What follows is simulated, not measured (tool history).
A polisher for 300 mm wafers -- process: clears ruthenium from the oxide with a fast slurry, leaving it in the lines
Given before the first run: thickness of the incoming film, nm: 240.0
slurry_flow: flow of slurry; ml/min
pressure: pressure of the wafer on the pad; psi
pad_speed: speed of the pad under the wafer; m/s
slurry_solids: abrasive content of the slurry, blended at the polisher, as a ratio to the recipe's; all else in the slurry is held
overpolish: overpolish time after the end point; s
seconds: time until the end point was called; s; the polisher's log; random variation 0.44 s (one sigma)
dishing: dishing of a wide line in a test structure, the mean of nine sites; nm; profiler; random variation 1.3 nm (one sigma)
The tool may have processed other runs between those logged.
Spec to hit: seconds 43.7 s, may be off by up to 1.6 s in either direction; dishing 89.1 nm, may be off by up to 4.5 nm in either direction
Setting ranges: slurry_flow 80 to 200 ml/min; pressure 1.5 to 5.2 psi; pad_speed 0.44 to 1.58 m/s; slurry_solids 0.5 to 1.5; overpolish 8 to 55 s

{"run": 1, "hour": 0.0, "slurry_flow": 130, "pressure": 3.3, "pad_speed": 1, "slurry_solids": 1, "overpolish": 28, "seconds": 51.489, "dishing": 97.949}
{"run": 2, "hour": 0.6, "slurry_flow": 135, "pressure": 3.4, "pad_speed": 1, "slurry_solids": 1, "overpolish": 26, "seconds": 49.709, "dishing": 96.721}
{"run": 3, "hour": 9.3, "slurry_flow": 140, "pressure": 3.5, "pad_speed": 1, "slurry_solids": 1, "overpolish": 24, "seconds": 48.853, "dishing": 92.332}
{"run": 4, "hour": 11.0, "slurry_flow": 165, "pressure": 3.5, "pad_speed": 1, "slurry_solids": 1, "overpolish": 24, "seconds": 45.853, "dishing": 93.55}
{"run": 5, "hour": 11.7, "slurry_flow": 170, "pressure": 3.5, "pad_speed": 1, "slurry_solids": 1, "overpolish": 23, "seconds": 45.982, "dishing": 91.542}
{"run": 6, "hour": 18.3, "slurry_flow": 160, "pressure": 3.5, "pad_speed": 1, "slurry_solids": 1, "overpolish": 23, "seconds": 45.938, "dishing": 89.211}
{"run": 7, "hour": 26.6, "slurry_flow": 165, "pressure": 3.5, "pad_speed": 1, "slurry_solids": 1, "overpolish": 23, "seconds": 46.557, "dishing": 92.605}
{"run": 8, "hour": 28.9, "slurry_flow": 170, "pressure": 3.5, "pad_speed": 1, "slurry_solids": 1, "overpolish": 22, "seconds": 46.521, "dishing": 89.709}

Which single option among these 4 for the next run brings every result within its allowed miss of target? Just one does.
{"run": "A", "hour": 31.2, "slurry_flow": 155, "pressure": 3.6, "pad_speed": 0.92, "slurry_solids": 0.95, "overpolish": 22, "seconds": "?", "dishing": "?"}
{"run": "B", "hour": 31.2, "slurry_flow": 190, "pressure": 3.3, "pad_speed": 1.02, "slurry_solids": 1, "overpolish": 25, "seconds": "?", "dishing": "?"}
{"run": "C", "hour": 31.2, "slurry_flow": 170, "pressure": 3.5, "pad_speed": 0.94, "slurry_solids": 0.9, "overpolish": 25, "seconds": "?", "dishing": "?"}
{"run": "D", "hour": 31.2, "slurry_flow": 185, "pressure": 3.4, "pad_speed": 1.02, "slurry_solids": 1.1, "overpolish": 21, "seconds": "?", "dishing": "?"}

move=A seconds=50.436 dishing=82.327
move=B seconds=47.888 dishing=94.449
move=C seconds=51.703 dishing=89.149
move=D seconds=44.567 dishing=87.405
A: lands further from the targets than the last run did
B: lands further from the targets than the last run did
C: lands further from the targets than the last run did
D: in spec on every target
Correct choice: D, which meets every target
